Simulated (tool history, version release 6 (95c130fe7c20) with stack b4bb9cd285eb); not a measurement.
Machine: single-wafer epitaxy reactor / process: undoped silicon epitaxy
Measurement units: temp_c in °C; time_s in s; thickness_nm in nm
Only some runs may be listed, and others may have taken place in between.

run  hour  temp_c  time_s  thickness_nm
  1     0     660     470        95.618
  2   5.8     660     425        85.848
  3   8.9     659     425        85.161
  4  14.8     659     489        97.112
  5  16.1     657     489         93.22
  6    21     666     489        113.97
  7  26.1     663     489        107.57
  8  34.2     661     489        101.96

Estimate the outcome of run 9 from the log above:
  9  40.3     649     487             ?

{"run 9": {"thickness_nm": 77.539}}
